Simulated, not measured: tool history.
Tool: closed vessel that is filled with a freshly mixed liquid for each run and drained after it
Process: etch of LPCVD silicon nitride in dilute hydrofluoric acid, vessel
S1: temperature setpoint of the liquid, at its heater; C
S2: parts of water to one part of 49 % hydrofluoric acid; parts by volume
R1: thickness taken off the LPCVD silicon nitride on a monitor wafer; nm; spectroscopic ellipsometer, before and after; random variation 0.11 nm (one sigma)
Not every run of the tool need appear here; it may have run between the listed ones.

run 1 hour=0.0 | S1=26.0 S2=60 time_in_the_liquid_(s)=880 | R1=7.9271
run 2 hour=2.9 | S1=26.0 S2=60 time_in_the_liquid_(s)=880 | R1=8.0071
run 3 hour=11.3 | S1=26.0 S2=60 time_in_the_liquid_(s)=880 | R1=7.9067
run 4 hour=13.0 | S1=27.0 S2=55 time_in_the_liquid_(s)=880 | R1=9.1130
run 5 hour=15.1 | S1=24.0 S2=55 time_in_the_liquid_(s)=880 | R1=7.4492
run 6 hour=20.5 | S1=24.0 S2=55 time_in_the_liquid_(s)=670 | R1=5.7254
run 7 hour=24.3 | S1=25.5 S2=50 time_in_the_liquid_(s)=670 | R1=7.0375
run 8 hour=26.9 | S1=27.0 S2=45 time_in_the_liquid_(s)=690 | R1=8.7698

Forecast run 9:
run 9 hour=29.4 | S1=28.0 S2=40 time_in_the_liquid_(s)=690 | R1=?

R1: 10.5870 nm
